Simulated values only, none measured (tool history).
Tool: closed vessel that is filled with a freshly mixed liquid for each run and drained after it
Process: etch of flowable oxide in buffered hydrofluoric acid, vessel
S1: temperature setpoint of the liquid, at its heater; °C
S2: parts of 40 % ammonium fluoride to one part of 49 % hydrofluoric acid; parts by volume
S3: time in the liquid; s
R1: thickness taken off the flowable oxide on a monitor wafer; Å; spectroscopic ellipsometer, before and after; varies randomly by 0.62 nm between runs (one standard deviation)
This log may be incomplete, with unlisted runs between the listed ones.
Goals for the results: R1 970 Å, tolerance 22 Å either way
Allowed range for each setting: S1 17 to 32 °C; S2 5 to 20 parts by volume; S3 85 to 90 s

run  hour    S1    S2  S3      R1
  1     0    24    12  85  1404.3
  2   1.6    24  13.5  85  1236.9
  3   7.6    24    11  85  1520.7
  4  14.1    26    11  85    1705
  5  21.1    23  11.5  85  1396.4
  6  27.6    21  11.5  85  1247.2
  7  33.8  19.5  11.5  85  1133.3
  8  38.7  18.5  11.5  85  1072.8
  9  41.9    18  11.5  85  1050.5

Which of these 4 next moves meets every target?
  A  45.1  20.5    12  85   ?
  B  45.1    19  12.5  85   ?
  C  45.1    19  13.5  90   ?
  D  45.1    17  12.5  90   ?

move      R1
   A  1162.2
   B  1026.5
   C  1007.9
   D  970.23
A: its largest miss is bigger than the last run's
B: nearer the targets than the last run, but a result is still out of spec
C: nearer the targets than the last run, but a result is still out of spec
D: every result lands within tolerance
D is the move that brings every result within its allowed miss.
